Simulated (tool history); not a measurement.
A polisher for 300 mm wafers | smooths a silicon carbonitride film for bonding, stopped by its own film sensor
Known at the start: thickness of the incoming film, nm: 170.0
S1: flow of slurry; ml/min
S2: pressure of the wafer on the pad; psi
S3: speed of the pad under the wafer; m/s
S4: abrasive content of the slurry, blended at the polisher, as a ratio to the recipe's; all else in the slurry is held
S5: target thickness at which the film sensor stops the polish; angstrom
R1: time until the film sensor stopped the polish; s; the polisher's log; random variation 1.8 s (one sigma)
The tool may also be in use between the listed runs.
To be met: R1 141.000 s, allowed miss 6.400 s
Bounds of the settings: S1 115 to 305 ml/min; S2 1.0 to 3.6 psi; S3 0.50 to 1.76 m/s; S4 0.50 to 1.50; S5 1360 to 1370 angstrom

run,hour,S1,S2,S3,S4,S5,R1
1,0.0,195,2.3,1.12,1.00,1370,105.380
2,3.1,195,2.3,1.28,1.00,1370,97.106
3,10.1,195,2.3,1.40,1.00,1370,92.954
4,15.5,195,2.1,1.38,1.00,1370,102.170
5,17.2,195,1.9,1.36,1.00,1370,112.970
6,18.3,195,1.8,1.36,1.00,1370,116.220
7,26.0,195,1.8,1.36,1.00,1370,119.200
8,31.6,195,1.7,1.36,1.00,1370,124.080
9,40.4,195,1.6,1.36,1.00,1370,131.670

5 next moves are on the table. One of them brings every result within its allowed miss. Which?
A,49.2,220,1.5,1.32,1.00,1370,?
B,49.2,220,1.6,1.44,1.10,1360,?
C,49.2,180,1.7,1.32,1.15,1370,?
D,49.2,200,1.8,1.26,1.05,1370,?
E,49.2,225,1.6,1.22,1.30,1370,?

move,R1
A,139.420
B,120.520
C,118.310
D,120.270
E,121.310
A: meets every target
B: further off than the last run
C: further off than the last run
D: further off than the last run
E: further off than the last run
Move A is the one to make.

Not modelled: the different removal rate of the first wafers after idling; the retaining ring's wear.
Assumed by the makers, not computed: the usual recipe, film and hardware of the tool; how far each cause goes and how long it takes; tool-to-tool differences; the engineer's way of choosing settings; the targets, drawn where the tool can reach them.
